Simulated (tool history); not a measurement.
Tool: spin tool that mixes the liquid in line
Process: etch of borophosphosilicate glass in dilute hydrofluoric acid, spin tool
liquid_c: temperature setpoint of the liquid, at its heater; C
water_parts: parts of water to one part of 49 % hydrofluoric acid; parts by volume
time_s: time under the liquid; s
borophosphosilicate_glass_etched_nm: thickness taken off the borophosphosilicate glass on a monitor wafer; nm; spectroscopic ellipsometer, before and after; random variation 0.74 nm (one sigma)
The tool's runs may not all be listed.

run	hour	liquid_c	water_parts	time_s	borophosphosilicate_glass_etched_nm
1	0.0	26.0	85	165	86.108
2	3.9	24.0	85	165	80.718
3	11.2	24.0	105	165	62.986
4	19.6	26.0	95	165	76.062
5	23.7	24.0	95	165	70.724
6	26.3	24.0	80	165	85.161
7	29.5	26.0	75	165	98.929
8	33.1	27.5	75	165	104.650
9	42.1	29.0	75	165	112.500

The next listed run, before its measurement:
10	50.0	30.0	75	165	?

borophosphosilicate_glass_etched_nm: 116.160 nm

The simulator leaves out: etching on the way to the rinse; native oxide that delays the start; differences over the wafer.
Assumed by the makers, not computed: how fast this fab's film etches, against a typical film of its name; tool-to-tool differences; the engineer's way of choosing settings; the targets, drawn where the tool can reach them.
